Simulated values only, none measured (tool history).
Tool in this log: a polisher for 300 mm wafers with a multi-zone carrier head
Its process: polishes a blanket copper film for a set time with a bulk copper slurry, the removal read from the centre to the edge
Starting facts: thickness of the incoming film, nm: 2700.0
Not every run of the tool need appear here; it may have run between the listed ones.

| run | day | flow of slurry (ml/min) | pressure of the head's centre zone | pressure of the head's middle zone | pressure of the head's edge zone | abrasive content of the slurry | polishing time (s) | film removed at the wafer's centre (Å) | film removed at mid-radius (Å) | film removed at the wafer's edge (Å) |
|---|---|---|---|---|---|---|---|---|---|---|
| 1 | 0.000 | 155 | 1.00 | 1.00 | 1.00 | 1.00 | 70 | 4640.9 | 4511.5 | 4490.6 |
| 2 | 0.171 | 155 | 1.00 | 1.00 | 1.00 | 1.10 | 70 | 4693.6 | 4680.4 | 4626.3 |
| 3 | 0.321 | 155 | 1.05 | 1.00 | 1.00 | 1.10 | 70 | 5006.7 | 4666.0 | 4544.3 |
| 4 | 0.425 | 155 | 1.05 | 1.00 | 0.93 | 1.10 | 70 | 4865.8 | 4654.4 | 4428.3 |
| 5 | 0.450 | 155 | 1.05 | 0.92 | 0.93 | 1.10 | 70 | 4920.6 | 4369.6 | 4500.6 |
| 6 | 0.825 | 155 | 1.05 | 0.92 | 0.93 | 1.00 | 70 | 4849.0 | 4226.3 | 4324.3 |
| 7 | 1.008 | 145 | 1.01 | 0.97 | 0.90 | 1.00 | 70 | 4633.9 | 4419.0 | 4245.5 |
| 8 | 1.100 | 135 | 0.96 | 0.99 | 0.89 | 1.00 | 70 | 4357.1 | 4391.6 | 4294.5 |
| 9 | 1.450 | 130 | 0.93 | 1.02 | 0.87 | 0.95 | 70 | 4089.7 | 4406.6 | 4166.3 |
| 10 | 1.650 | 125 | 0.92 | 1.04 | 0.86 | 0.95 | 70 | 4062.7 | 4510.0 | 4089.7 |

For run 11, what comes out?
| 11 | 1.892 | 120 | 0.91 | 1.05 | 0.86 | 0.95 | 70 | ? | ? | ? |

Logged for run 11: film removed at the wafer's centre (Å) 3988.6, film removed at mid-radius (Å) 4558.8, film removed at the wafer's edge (Å) 4142.4.
